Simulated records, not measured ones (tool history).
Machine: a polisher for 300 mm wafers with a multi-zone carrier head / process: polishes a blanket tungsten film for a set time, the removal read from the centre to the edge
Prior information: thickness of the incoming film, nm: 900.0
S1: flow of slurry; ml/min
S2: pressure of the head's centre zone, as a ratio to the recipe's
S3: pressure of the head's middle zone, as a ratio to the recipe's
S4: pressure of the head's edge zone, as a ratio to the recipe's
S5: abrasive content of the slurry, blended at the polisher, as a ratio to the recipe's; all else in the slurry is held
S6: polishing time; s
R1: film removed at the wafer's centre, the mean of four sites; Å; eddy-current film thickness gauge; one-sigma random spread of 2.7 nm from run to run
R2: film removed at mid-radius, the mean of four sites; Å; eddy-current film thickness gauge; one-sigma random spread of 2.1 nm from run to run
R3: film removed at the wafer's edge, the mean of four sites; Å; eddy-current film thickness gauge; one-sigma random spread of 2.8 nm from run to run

run  hour   S1    S2    S3    S4    S5  S6      R1      R2      R3
  1     0  270     1     1     1     1  59  2784.2  2807.8  2766.6
  2   7.5  270  1.01  0.99  0.96  0.85  58  2589.7    2580  2486.4
  3  12.9  270  1.05  0.99  0.96  0.85  58  2685.6  2621.4  2535.1
  4  15.4  325  1.05  0.99  0.96  0.85  58  2759.8    2671  2560.9
  5    23  325  1.05  0.99  0.96   0.7  58  2584.5  2484.8  2430.8
  6  30.6  325  1.05  0.99  0.96   0.7  64  2875.4  2761.8  2703.3
  7  31.4  325  1.05  0.98  0.93  0.65  63  2750.2  2643.6  2485.5
  8  36.3  320  1.03  0.95  0.91  0.65  63  2709.3    2560  2481.1
  9    43  315  1.02  0.94  0.89   0.6  63  2578.6  2445.4  2385.6

The next listed run, before its measurement:
 10  51.1  310  1.02  0.94  0.87  0.6  63   ?   ?   ?

Run 10 yielded R1 2585.6 Å, R2 2446.4 Å, R3 2379.3 Å.
